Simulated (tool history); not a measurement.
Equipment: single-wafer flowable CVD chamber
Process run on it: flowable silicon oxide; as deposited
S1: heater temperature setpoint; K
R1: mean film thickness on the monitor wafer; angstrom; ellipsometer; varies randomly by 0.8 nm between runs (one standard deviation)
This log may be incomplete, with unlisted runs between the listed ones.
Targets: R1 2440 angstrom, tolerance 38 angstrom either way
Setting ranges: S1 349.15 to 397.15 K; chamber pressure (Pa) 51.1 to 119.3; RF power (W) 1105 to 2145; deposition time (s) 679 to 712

run 1 hour=0 | S1=373.15 chamber_pressure_(Pa)=85.2 RF_power_(W)=1625 deposition_time_(s)=712 | R1=2984.9
run 2 hour=7 | S1=373.15 chamber_pressure_(Pa)=85.2 RF_power_(W)=1775 deposition_time_(s)=712 | R1=3065.3
run 3 hour=11.4 | S1=373.15 chamber_pressure_(Pa)=85.2 RF_power_(W)=1570 deposition_time_(s)=712 | R1=2962.4
run 4 hour=17.4 | S1=373.15 chamber_pressure_(Pa)=85.2 RF_power_(W)=1385 deposition_time_(s)=712 | R1=2819.6
run 5 hour=24 | S1=366.15 chamber_pressure_(Pa)=85.2 RF_power_(W)=1385 deposition_time_(s)=712 | R1=3469.8
run 6 hour=26 | S1=366.15 chamber_pressure_(Pa)=85.2 RF_power_(W)=1195 deposition_time_(s)=712 | R1=3201.5
run 7 hour=33.2 | S1=366.15 chamber_pressure_(Pa)=85.2 RF_power_(W)=1195 deposition_time_(s)=712 | R1=3204.9
run 8 hour=36.7 | S1=367.15 chamber_pressure_(Pa)=85.2 RF_power_(W)=1195 deposition_time_(s)=712 | R1=3087.2
run 9 hour=37.6 | S1=368.15 chamber_pressure_(Pa)=85.2 RF_power_(W)=1195 deposition_time_(s)=712 | R1=3007.3
run 10 hour=41.3 | S1=369.15 chamber_pressure_(Pa)=85.2 RF_power_(W)=1195 deposition_time_(s)=712 | R1=2911.7
run 11 hour=46.3 | S1=370.15 chamber_pressure_(Pa)=85.2 RF_power_(W)=1195 deposition_time_(s)=712 | R1=2821.1

Pick the move, out of 4, that brings all results within their allowed miss; only one does.
run A hour=51.3 | S1=364.15 chamber_pressure_(Pa)=80.1 RF_power_(W)=1185 deposition_time_(s)=680 | R1=?
run B hour=51.3 | S1=366.15 chamber_pressure_(Pa)=90.4 RF_power_(W)=1115 deposition_time_(s)=691 | R1=?
run C hour=51.3 | S1=361.15 chamber_pressure_(Pa)=56.1 RF_power_(W)=1225 deposition_time_(s)=680 | R1=?
run D hour=51.3 | S1=367.15 chamber_pressure_(Pa)=95.9 RF_power_(W)=1190 deposition_time_(s)=712 | R1=?

move=A R1=3037
move=B R1=3149
move=C R1=2422.8
move=D R1=3468
A: lands further from the targets than the last run did
B: lands further from the targets than the last run did
C: all results land within tolerance of their targets
D: lands further from the targets than the last run did
C is the move that brings every result within its allowed miss.

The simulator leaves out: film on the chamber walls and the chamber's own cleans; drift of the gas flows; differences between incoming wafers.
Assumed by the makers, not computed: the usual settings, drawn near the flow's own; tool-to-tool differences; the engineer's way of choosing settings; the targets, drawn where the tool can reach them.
